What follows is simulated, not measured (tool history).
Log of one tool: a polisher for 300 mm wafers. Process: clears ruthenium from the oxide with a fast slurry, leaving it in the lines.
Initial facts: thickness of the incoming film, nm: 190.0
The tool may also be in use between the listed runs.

run  hour  flow of slurry (ml/min)  pressure of the wafer on the pad (kPa)  speed of the pad under the wafer (cm/s)  abrasive content of the slurry  overpolish time after the end point (s)  time until the end point was called (s)  dishing of a wide line in a test structure (Å)
  1     0                      200                                    23.4                                      118                               1                                       20                                    28.37                                          825.91
  2   2.5                      200                                    23.4                                      118                               1                                       16                                   28.185                                             707
  3   7.8                      200                                    23.4                                       92                               1                                       16                                   36.076                                          550.01
  4  10.3                      200                                    23.4                                       66                               1                                       16                                   50.416                                          439.72
  5  18.4                      200                                    26.9                                       66                               1                                       13                                   43.059                                          407.47
  6  25.8                      200                                    26.9                                       66                             0.9                                       13                                   46.427                                          382.96
  7  29.7                      200                                    26.9                                       66                             0.9                                       13                                   47.453                                          369.32

Run 8 has not been measured yet. What should we expect?
  8  30.6                      200                                    29.6                                       70                             0.9                                       12                                        ?                                               ?

time until the end point was called (s): 39.474
dishing of a wide line in a test structure (Å): 394.88

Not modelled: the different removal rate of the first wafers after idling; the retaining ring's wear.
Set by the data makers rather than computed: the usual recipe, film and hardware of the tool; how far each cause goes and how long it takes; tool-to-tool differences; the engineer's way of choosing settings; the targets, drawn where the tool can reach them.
